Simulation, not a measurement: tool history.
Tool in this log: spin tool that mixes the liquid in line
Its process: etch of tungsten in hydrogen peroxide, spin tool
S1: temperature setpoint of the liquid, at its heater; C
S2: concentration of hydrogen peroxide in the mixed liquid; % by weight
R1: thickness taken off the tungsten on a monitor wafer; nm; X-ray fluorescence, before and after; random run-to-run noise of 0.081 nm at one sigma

run 1 hour=0 | S1=52 S2=16 time_under_the_liquid_(s)=15 | R1=21.457
run 2 hour=8.9 | S1=56.5 S2=16 time_under_the_liquid_(s)=15 | R1=27.896
run 3 hour=12.9 | S1=56.5 S2=16 time_under_the_liquid_(s)=15 | R1=27.892
run 4 hour=21.5 | S1=56.5 S2=18.5 time_under_the_liquid_(s)=15 | R1=30.334
run 5 hour=26.9 | S1=51.5 S2=18.5 time_under_the_liquid_(s)=15 | R1=22.316
run 6 hour=29.5 | S1=48 S2=18.5 time_under_the_liquid_(s)=15 | R1=18.129
run 7 hour=38 | S1=48 S2=18.5 time_under_the_liquid_(s)=15 | R1=17.958
run 8 hour=40.5 | S1=48 S2=18.5 time_under_the_liquid_(s)=15 | R1=18.335

What will run 9 give?
run 9 hour=44.1 | S1=45 S2=18.5 time_under_the_liquid_(s)=15 | R1=?

{"run 9": {"R1": 15.038}}
